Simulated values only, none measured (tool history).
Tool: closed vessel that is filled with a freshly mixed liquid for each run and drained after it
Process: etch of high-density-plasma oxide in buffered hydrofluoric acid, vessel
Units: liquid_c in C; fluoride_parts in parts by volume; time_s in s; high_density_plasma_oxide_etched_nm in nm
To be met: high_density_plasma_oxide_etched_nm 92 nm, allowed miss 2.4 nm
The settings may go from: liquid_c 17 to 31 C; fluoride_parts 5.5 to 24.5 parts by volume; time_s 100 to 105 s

run	hour	liquid_c	fluoride_parts	time_s	high_density_plasma_oxide_etched_nm
1	0	23	15	100	170.19
2	5.8	26	15	100	199.81
3	13.8	26	17.5	100	171.79
4	21.5	23.5	18	100	147.2
5	24.8	21.5	18.5	100	126.07
6	33.7	20	19	100	114.76
7	35	19	19.5	100	106.11
8	41	18.5	19.5	100	103.55
9	48.6	18	19.5	100	100.58
10	50.8	17.5	19.5	100	96.654

4 next moves are on the table. One of them brings every result within its allowed miss. Which?
A	53	17	19.5	105	?
B	53	17.5	20.5	100	?
C	53	18	19.5	105	?
D	53	17	21.5	100	?

move	high_density_plasma_oxide_etched_nm
A	98.799
B	92.832
C	104.6
D	87.295
A: further off than the last run
B: meets every target
C: further off than the last run
D: takes the result that was furthest off past its target
Move B is the one to make.
